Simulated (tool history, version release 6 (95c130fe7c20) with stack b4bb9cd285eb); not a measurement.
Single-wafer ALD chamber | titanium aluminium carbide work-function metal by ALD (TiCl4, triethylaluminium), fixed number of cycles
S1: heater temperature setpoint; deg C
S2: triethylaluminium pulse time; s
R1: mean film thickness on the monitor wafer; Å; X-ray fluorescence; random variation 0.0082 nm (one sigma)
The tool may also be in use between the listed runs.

{"run": 1, "hour": 0.0, "S1": 300, "S2": 10.62, "R1": 20.924}
{"run": 2, "hour": 3.7, "S1": 300, "S2": 8.63, "R1": 20.238}
{"run": 3, "hour": 6.3, "S1": 298, "S2": 8.21, "R1": 19.674}
{"run": 4, "hour": 11.2, "S1": 296, "S2": 8.12, "R1": 19.329}
{"run": 5, "hour": 12.1, "S1": 302, "S2": 8.12, "R1": 19.931}
{"run": 6, "hour": 19.9, "S1": 300, "S2": 7.86, "R1": 19.589}
{"run": 7, "hour": 22.8, "S1": 298, "S2": 7.71, "R1": 19.155}
{"run": 8, "hour": 30.0, "S1": 297, "S2": 7.66, "R1": 18.985}
{"run": 9, "hour": 36.5, "S1": 285, "S2": 6.03, "R1": 16.007}
{"run": 10, "hour": 43.5, "S1": 286, "S2": 6.05, "R1": 16.145}
{"run": 11, "hour": 45.8, "S1": 287, "S2": 6.07, "R1": 16.12}
{"run": 12, "hour": 54.5, "S1": 299, "S2": 8.39, "R1": 19.789}

Forecast run 13:
{"run": 13, "hour": 56.3, "S1": 298, "S2": 8.36, "R1": "?"}

{"run 13": {"R1": 19.796}}
